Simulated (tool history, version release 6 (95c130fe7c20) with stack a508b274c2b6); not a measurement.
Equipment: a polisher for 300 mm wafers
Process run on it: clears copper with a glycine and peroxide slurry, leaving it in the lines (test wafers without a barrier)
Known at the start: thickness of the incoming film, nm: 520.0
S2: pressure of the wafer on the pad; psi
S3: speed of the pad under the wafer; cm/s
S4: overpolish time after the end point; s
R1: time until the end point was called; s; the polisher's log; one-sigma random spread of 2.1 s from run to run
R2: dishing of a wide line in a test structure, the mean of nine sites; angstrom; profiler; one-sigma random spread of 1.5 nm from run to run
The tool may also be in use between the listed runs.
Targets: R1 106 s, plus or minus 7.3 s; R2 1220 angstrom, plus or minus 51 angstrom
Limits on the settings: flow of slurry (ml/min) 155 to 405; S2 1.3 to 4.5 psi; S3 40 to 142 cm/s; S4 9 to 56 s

run 1 hour=0 | flow_of_slurry_(ml/min)=260 S2=2.9 S3=90 S4=29 | R1=89.698 R2=977.22
run 2 hour=8.4 | flow_of_slurry_(ml/min)=300 S2=2.9 S3=90 S4=29 | R1=87.158 R2=998.48
run 3 hour=12.2 | flow_of_slurry_(ml/min)=295 S2=2.8 S3=90 S4=31 | R1=87.26 R2=1053.6
run 4 hour=19.8 | flow_of_slurry_(ml/min)=295 S2=2.8 S3=90 S4=20 | R1=87.991 R2=720.09
run 5 hour=21.6 | flow_of_slurry_(ml/min)=295 S2=2.8 S3=68 S4=20 | R1=114.94 R2=620.51
run 6 hour=29.9 | flow_of_slurry_(ml/min)=295 S2=2.8 S3=68 S4=10 | R1=110.83 R2=324.03
run 7 hour=37.2 | flow_of_slurry_(ml/min)=295 S2=2.8 S3=68 S4=10 | R1=115.19 R2=328.57
run 8 hour=43.6 | flow_of_slurry_(ml/min)=290 S2=2.6 S3=74 S4=14 | R1=109.53 R2=442.79
run 9 hour=49.9 | flow_of_slurry_(ml/min)=285 S2=2.5 S3=78 S4=17 | R1=109.74 R2=530.12
run 10 hour=54 | flow_of_slurry_(ml/min)=280 S2=2.3 S3=82 S4=19 | R1=112.95 R2=582.06
run 11 hour=62.4 | flow_of_slurry_(ml/min)=275 S2=2.2 S3=86 S4=21 | R1=116.72 R2=624.29
run 12 hour=64.1 | flow_of_slurry_(ml/min)=270 S2=2.1 S3=90 S4=23 | R1=111.63 R2=665.37
run 13 hour=72.6 | flow_of_slurry_(ml/min)=265 S2=2.1 S3=92 S4=25 | R1=110.54 R2=727.21
run 14 hour=78.8 | flow_of_slurry_(ml/min)=260 S2=2.1 S3=94 S4=27 | R1=106.48 R2=778.29
run 15 hour=85.7 | flow_of_slurry_(ml/min)=265 S2=2.1 S3=94 S4=29 | R1=109.03 R2=823.19
run 16 hour=90.2 | flow_of_slurry_(ml/min)=265 S2=2.5 S3=90 S4=43 | R1=98.658 R2=1216
run 17 hour=96.8 | flow_of_slurry_(ml/min)=265 S2=2.5 S3=90 S4=43 | R1=99.085 R2=1197.5

Consider the 4 candidate settings below. Which is the only one whose results all fall within their allowed miss of target?
run A hour=103.4 | flow_of_slurry_(ml/min)=260 S2=2.9 S3=92 S4=35 | R1=? R2=?
run B hour=103.4 | flow_of_slurry_(ml/min)=235 S2=1.7 S3=122 S4=51 | R1=? R2=?
run C hour=103.4 | flow_of_slurry_(ml/min)=215 S2=2.5 S3=110 S4=36 | R1=? R2=?
run D hour=103.4 | flow_of_slurry_(ml/min)=245 S2=2.7 S3=100 S4=39 | R1=? R2=?

move=A R1=87.514 R2=1162.3
move=B R1=108.32 R2=1200.9
move=C R1=87.45 R2=1159.3
move=D R1=87.27 R2=1239.9
A: further off than the last run
B: in spec on every target
C: further off than the last run
D: further off than the last run
Correct choice: B, which meets every target
